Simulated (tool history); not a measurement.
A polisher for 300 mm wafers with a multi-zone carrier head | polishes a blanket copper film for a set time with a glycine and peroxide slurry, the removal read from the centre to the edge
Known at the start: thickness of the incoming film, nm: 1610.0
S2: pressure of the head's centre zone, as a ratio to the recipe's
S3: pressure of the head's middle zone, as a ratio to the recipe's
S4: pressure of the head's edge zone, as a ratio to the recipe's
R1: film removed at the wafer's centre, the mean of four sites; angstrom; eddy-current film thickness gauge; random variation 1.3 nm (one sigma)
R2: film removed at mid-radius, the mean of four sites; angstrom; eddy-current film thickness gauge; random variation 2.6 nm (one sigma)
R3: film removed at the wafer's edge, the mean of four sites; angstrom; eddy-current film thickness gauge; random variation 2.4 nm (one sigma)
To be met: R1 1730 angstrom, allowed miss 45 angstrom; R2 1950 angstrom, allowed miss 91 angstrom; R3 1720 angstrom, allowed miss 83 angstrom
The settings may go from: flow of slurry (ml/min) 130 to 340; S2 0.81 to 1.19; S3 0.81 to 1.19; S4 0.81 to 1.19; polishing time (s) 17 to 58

Run 1, hour 0: flow of slurry (ml/min) 220, S2 1, S3 1, S4 1, polishing time (s) 37. Result: R1 2934.2 angstrom, R2 2958.7 angstrom, R3 2906.9 angstrom.
Run 2, hour 1.6: flow of slurry (ml/min) 220, S2 0.99, S3 1, S4 0.98, polishing time (s) 34. Result: R1 2713.7 angstrom, R2 2714.6 angstrom, R3 2755.2 angstrom.
Run 3, hour 9.9: flow of slurry (ml/min) 205, S2 0.99, S3 1.03, S4 0.96, polishing time (s) 31. Result: R1 2421.5 angstrom, R2 2520.3 angstrom, R3 2406.5 angstrom.
Run 4, hour 10.7: flow of slurry (ml/min) 205, S2 0.93, S3 1.03, S4 0.96, polishing time (s) 31. Result: R1 2292.2 angstrom, R2 2488.2 angstrom, R3 2431.8 angstrom.
Run 5, hour 13.4: flow of slurry (ml/min) 200, S2 0.93, S3 1.04, S4 0.94, polishing time (s) 30. Result: R1 2193 angstrom, R2 2407.4 angstrom, R3 2302.1 angstrom.
Run 6, hour 18.7: flow of slurry (ml/min) 200, S2 0.93, S3 1.08, S4 0.94, polishing time (s) 30. Result: R1 2178.2 angstrom, R2 2478.4 angstrom, R3 2274.6 angstrom.
Run 7, hour 26.8: flow of slurry (ml/min) 195, S2 0.93, S3 1.07, S4 0.84, polishing time (s) 20. Result: R1 1465.3 angstrom, R2 1667.5 angstrom, R3 1444.7 angstrom.
Run 8, hour 30.7: flow of slurry (ml/min) 205, S2 0.94, S3 1.08, S4 0.86, polishing time (s) 20. Result: R1 1479.9 angstrom, R2 1685.3 angstrom, R3 1485.2 angstrom.
Run 9, hour 35.9: flow of slurry (ml/min) 205, S2 0.96, S3 1.09, S4 0.88, polishing time (s) 20. Result: R1 1525.7 angstrom, R2 1684.7 angstrom, R3 1511.9 angstrom.
Run 10, hour 42.5: flow of slurry (ml/min) 205, S2 0.96, S3 1.1, S4 0.89, polishing time (s) 20. Result: R1 1510.3 angstrom, R2 1723.5 angstrom, R3 1486.9 angstrom.
Run 11, hour 45.1: flow of slurry (ml/min) 255, S2 0.99, S3 1.09, S4 0.99, polishing time (s) 24. Result: R1 1944.3 angstrom, R2 2105.1 angstrom, R3 1968.3 angstrom.
Run 12, hour 49.6: flow of slurry (ml/min) 255, S2 0.99, S3 1.09, S4 0.99, polishing time (s) 24. Result: R1 1917.6 angstrom, R2 2126.3 angstrom, R3 1906.6 angstrom.
Run 13, hour 52.7: flow of slurry (ml/min) 255, S2 0.98, S3 1.09, S4 0.97, polishing time (s) 24. Result: R1 1933.2 angstrom, R2 2122 angstrom, R3 1866.5 angstrom.
Run 14, hour 54.6: flow of slurry (ml/min) 255, S2 0.98, S3 1.09, S4 0.97, polishing time (s) 24. Result: R1 1905.9 angstrom, R2 2075.7 angstrom, R3 1929.6 angstrom.
Run 15, hour 56.7: flow of slurry (ml/min) 250, S2 0.98, S3 1.09, S4 0.96, polishing time (s) 24. Result: R1 1924.5 angstrom, R2 2085.7 angstrom, R3 1886.8 angstrom.
Run 16, hour 57.5: flow of slurry (ml/min) 240, S2 0.98, S3 1.09, S4 0.95, polishing time (s) 24. Result: R1 1902.9 angstrom, R2 2066.3 angstrom, R3 1859.6 angstrom.
Run 17, hour 60.8: flow of slurry (ml/min) 230, S2 0.97, S3 1.09, S4 0.94, polishing time (s) 24. Result: R1 1857.6 angstrom, R2 2058.4 angstrom, R3 1846 angstrom.
Run 18, hour 63.6: flow of slurry (ml/min) 225, S2 0.97, S3 1.09, S4 0.93, polishing time (s) 24. Result: R1 1873.1 angstrom, R2 2060.4 angstrom, R3 1837.8 angstrom.
Run 19, hour 67.8: flow of slurry (ml/min) 220, S2 0.96, S3 1.09, S4 0.92, polishing time (s) 24. Result: R1 1825.9 angstrom, R2 2045.2 angstrom, R3 1799.7 angstrom.
Run 20, hour 71.9: flow of slurry (ml/min) 215, S2 0.96, S3 1.09, S4 0.91, polishing time (s) 24. Result: R1 1831 angstrom, R2 2094.1 angstrom, R3 1821.7 angstrom.
Run 21, hour 75: flow of slurry (ml/min) 210, S2 0.96, S3 1.08, S4 0.9, polishing time (s) 24. Result: R1 1852.2 angstrom, R2 2010.1 angstrom, R3 1771.9 angstrom.
Run 22, hour 77.7: flow of slurry (ml/min) 205, S2 0.96, S3 1.08, S4 0.9, polishing time (s) 24. Result: R1 1834.9 angstrom, R2 2013.5 angstrom, R3 1799.1 angstrom.
Run 23, hour 83.9: flow of slurry (ml/min) 205, S2 0.95, S3 1.08, S4 0.89, polishing time (s) 24. Result: R1 1795.6 angstrom, R2 1956.2 angstrom, R3 1828.6 angstrom.
Run 24, hour 85.1: flow of slurry (ml/min) 200, S2 0.95, S3 1.08, S4 0.9, polishing time (s) 24. Result: R1 1771.8 angstrom, R2 2019.9 angstrom, R3 1757.9 angstrom.
Run 25, hour 92.7: flow of slurry (ml/min) 195, S2 0.95, S3 1.07, S4 0.89, polishing time (s) 24. Result: R1 1781 angstrom, R2 1999.6 angstrom, R3 1825.7 angstrom.
Run 26, hour 100.9: flow of slurry (ml/min) 200, S2 0.95, S3 1.07, S4 0.88, polishing time (s) 24. Result: R1 1804.2 angstrom, R2 2028.4 angstrom, R3 1816.6 angstrom.
Run 27, hour 106.7: flow of slurry (ml/min) 195, S2 0.95, S3 1.07, S4 0.88, polishing time (s) 24. Result: R1 1794.2 angstrom, R2 2042.9 angstrom, R3 1762.2 angstrom.

5 next moves are on the table. One of them brings every result within its allowed miss. Which?
Run A, hour 112.5: flow of slurry (ml/min) 200, S2 0.9, S3 1.17, S4 0.81, polishing time (s) 25. Result: R1 ?, R2 ?, R3 ?.
Run B, hour 112.5: flow of slurry (ml/min) 135, S2 1, S3 1.12, S4 0.97, polishing time (s) 24. Result: R1 ?, R2 ?, R3 ?.
Run C, hour 112.5: flow of slurry (ml/min) 185, S2 1.02, S3 1.04, S4 0.84, polishing time (s) 24. Result: R1 ?, R2 ?, R3 ?.
Run D, hour 112.5: flow of slurry (ml/min) 215, S2 0.97, S3 1.01, S4 0.92, polishing time (s) 25. Result: R1 ?, R2 ?, R3 ?.
Run E, hour 112.5: flow of slurry (ml/min) 260, S2 0.97, S3 1.09, S4 0.82, polishing time (s) 23. Result: R1 ?, R2 ?, R3 ?.

move      R1      R2      R3
   A  1778.3  2287.5  1816.9
   B  1731.7  1949.1  1762.5
   C  1906.7    1958  1753.4
   D  1939.7  2038.8  1924.7
   E  1836.3  2052.5  1726.8
A: further off than the last run
B: meets every target
C: further off than the last run
D: further off than the last run
E: further off than the last run
The right move is B.
